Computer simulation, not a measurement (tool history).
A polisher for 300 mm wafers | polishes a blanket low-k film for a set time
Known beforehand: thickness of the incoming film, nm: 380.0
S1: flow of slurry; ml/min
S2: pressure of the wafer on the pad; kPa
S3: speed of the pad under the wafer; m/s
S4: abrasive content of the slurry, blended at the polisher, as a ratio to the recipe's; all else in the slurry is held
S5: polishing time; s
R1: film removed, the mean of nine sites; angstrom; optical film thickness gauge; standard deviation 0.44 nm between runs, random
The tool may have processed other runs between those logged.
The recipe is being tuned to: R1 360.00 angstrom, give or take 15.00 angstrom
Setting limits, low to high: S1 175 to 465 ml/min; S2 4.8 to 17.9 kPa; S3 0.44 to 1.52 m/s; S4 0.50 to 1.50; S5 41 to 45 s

Run 1, hour 0.0: S1 295 ml/min, S2 11.0 kPa, S3 0.98 m/s, S4 1.00, S5 45 s. Result: R1 136.67 angstrom.
Run 2, hour 5.6: S1 295 ml/min, S2 13.1 kPa, S3 1.08 m/s, S4 1.00, S5 45 s. Result: R1 168.54 angstrom.
Run 3, hour 9.3: S1 295 ml/min, S2 11.0 kPa, S3 1.08 m/s, S4 1.00, S5 45 s. Result: R1 145.87 angstrom.
Run 4, hour 14.9: S1 295 ml/min, S2 11.0 kPa, S3 1.08 m/s, S4 1.15, S5 45 s. Result: R1 157.44 angstrom.
Run 5, hour 22.2: S1 295 ml/min, S2 13.1 kPa, S3 1.20 m/s, S4 1.15, S5 45 s. Result: R1 191.49 angstrom.
Run 6, hour 24.7: S1 300 ml/min, S2 14.5 kPa, S3 1.28 m/s, S4 1.20, S5 45 s. Result: R1 222.36 angstrom.
Run 7, hour 29.4: S1 325 ml/min, S2 17.9 kPa, S3 1.52 m/s, S4 1.45, S5 45 s. Result: R1 328.72 angstrom.
Run 8, hour 37.2: S1 410 ml/min, S2 17.9 kPa, S3 1.52 m/s, S4 1.50, S5 45 s. Result: R1 335.13 angstrom.
Run 9, hour 40.1: S1 425 ml/min, S2 17.9 kPa, S3 1.52 m/s, S4 1.50, S5 45 s. Result: R1 333.65 angstrom.
At hour 46.2: conditioning disc replaced and pad reconditioned.
Run 10, hour 46.2: S1 385 ml/min, S2 17.9 kPa, S3 1.52 m/s, S4 1.50, S5 45 s. Result: R1 437.30 angstrom.
Run 11, hour 53.7: S1 400 ml/min, S2 17.2 kPa, S3 1.50 m/s, S4 1.50, S5 45 s. Result: R1 425.64 angstrom.
Run 12, hour 62.2: S1 400 ml/min, S2 17.2 kPa, S3 1.46 m/s, S4 1.50, S5 45 s. Result: R1 408.07 angstrom.
Run 13, hour 70.4: S1 400 ml/min, S2 17.2 kPa, S3 1.48 m/s, S4 1.50, S5 45 s. Result: R1 411.26 angstrom.
Run 14, hour 72.7: S1 400 ml/min, S2 17.9 kPa, S3 1.48 m/s, S4 1.50, S5 45 s. Result: R1 434.59 angstrom.

Which single option among these 4 for the next run brings every result within its allowed miss of target? Just one does.
Run A, hour 75.0: S1 360 ml/min, S2 17.9 kPa, S3 1.44 m/s, S4 1.50, S5 41 s. Result: R1 ?.
Run B, hour 75.0: S1 345 ml/min, S2 17.9 kPa, S3 1.46 m/s, S4 1.35, S5 45 s. Result: R1 ?.
Run C, hour 75.0: S1 405 ml/min, S2 17.9 kPa, S3 1.38 m/s, S4 1.50, S5 45 s. Result: R1 ?.
Run D, hour 75.0: S1 385 ml/min, S2 17.9 kPa, S3 1.36 m/s, S4 1.50, S5 41 s. Result: R1 ?.

move      R1
   A  378.68
   B  402.07
   C  405.27
   D  363.63
A: an improvement on the last run, though not all results are within tolerance
B: an improvement on the last run, though not all results are within tolerance
C: an improvement on the last run, though not all results are within tolerance
D: all results in spec
So the answer is move D, the one that meets all the targets.
